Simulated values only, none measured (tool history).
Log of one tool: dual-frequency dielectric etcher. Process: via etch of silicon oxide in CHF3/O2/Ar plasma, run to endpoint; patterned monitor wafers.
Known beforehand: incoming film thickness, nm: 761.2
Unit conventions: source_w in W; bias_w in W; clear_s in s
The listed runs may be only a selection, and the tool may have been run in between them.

| run | hour | source_w | bias_w | clear_s |
|---|---|---|---|---|
| 1 | 0 | 730 | 204 | 384.94 |
| 2 | 8.2 | 730 | 190 | 395.3 |
| 3 | 14.9 | 730 | 224 | 377.65 |
| 4 | 16.5 | 680 | 208 | 400.58 |
| 5 | 23.1 | 640 | 203 | 420.52 |
| 6 | 24.1 | 610 | 201 | 432.42 |

Run 7 is up next; what results do you expect?
|  | 31.8 | wet clean of the chamber |
| 7 | 31.8 | 590 | 200 | ? |

clear_s: 420.05 s

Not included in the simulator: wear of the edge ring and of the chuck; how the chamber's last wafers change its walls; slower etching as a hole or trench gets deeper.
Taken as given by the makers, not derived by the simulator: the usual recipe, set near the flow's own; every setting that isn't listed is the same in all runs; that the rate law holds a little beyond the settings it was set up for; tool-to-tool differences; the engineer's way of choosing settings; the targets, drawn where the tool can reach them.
